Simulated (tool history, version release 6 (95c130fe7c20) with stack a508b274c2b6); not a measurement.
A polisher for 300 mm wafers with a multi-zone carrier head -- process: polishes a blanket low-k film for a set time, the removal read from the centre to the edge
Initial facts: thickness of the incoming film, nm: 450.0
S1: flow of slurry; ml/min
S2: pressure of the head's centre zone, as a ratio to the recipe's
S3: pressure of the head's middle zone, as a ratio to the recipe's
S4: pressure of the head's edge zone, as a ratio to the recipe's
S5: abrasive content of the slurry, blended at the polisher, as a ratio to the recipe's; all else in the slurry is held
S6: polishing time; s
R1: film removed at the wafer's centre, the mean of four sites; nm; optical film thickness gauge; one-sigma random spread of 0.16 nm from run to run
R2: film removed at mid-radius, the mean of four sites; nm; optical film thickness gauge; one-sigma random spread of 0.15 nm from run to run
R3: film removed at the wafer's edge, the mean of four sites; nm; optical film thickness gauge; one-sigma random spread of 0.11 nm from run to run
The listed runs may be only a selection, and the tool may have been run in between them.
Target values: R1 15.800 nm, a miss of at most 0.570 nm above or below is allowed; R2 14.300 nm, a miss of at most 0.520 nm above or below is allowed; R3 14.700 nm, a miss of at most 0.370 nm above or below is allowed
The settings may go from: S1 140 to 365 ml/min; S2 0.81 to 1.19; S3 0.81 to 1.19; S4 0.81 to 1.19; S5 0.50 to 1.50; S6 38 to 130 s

run    day   S1    S2    S3    S4    S5  S6      R1      R2      R3
  1  0.000  235  1.00  1.00  1.00  1.00  84  26.769  26.555  25.846
  2  0.142  280  1.00  1.00  1.00  1.00  84  27.210  26.837  26.950
  3  0.300  325  1.00  1.00  1.00  1.00  84  27.532  27.638  26.981
  4  0.392  315  0.99  0.97  0.96  0.90  79  24.964  23.698  23.616
  5  0.708  305  0.96  0.95  0.93  0.80  76  21.812  21.470  21.174
  6  1.025  295  0.95  0.92  0.90  0.75  74  20.035  19.698  19.833
  7  1.338  290  0.96  0.91  0.88  0.70  72  18.830  18.286  18.506
  8  1.696  280  0.98  0.90  0.86  0.65  71  18.365  17.081  17.282
  9  2.058  260  0.98  0.89  0.85  0.60  71  17.941  15.921  16.517
 10  2.242  260  0.98  0.89  0.85  0.60  71  17.246  15.937  16.655

Exactly one of the 5 candidate moves below puts every result within its allowed miss. Which one?
  A  2.425  335  1.16  0.83  0.81  0.50  68   ?   ?   ?
  B  2.425  245  0.96  0.89  0.88  0.80  68   ?   ?   ?
  C  2.425  365  1.13  1.19  0.81  0.65  58   ?   ?   ?
  D  2.425  150  1.01  0.89  0.83  0.60  67   ?   ?   ?
  E  2.425  270  0.86  0.94  0.83  0.55  79   ?   ?   ?

move      R1      R2      R3
   A  18.266  13.453  14.333
   B  18.662  17.679  18.425
   C  17.652  18.030  14.084
   D  15.598  14.141  14.670
   E  16.202  17.932  17.415
A: gets the furthest-off result to its target, but another result is out of tolerance
B: the biggest miss grows against the last run
C: takes the biggest miss from the last run beyond its target
D: every result lands within tolerance
E: the biggest miss grows against the last run
Answer: D
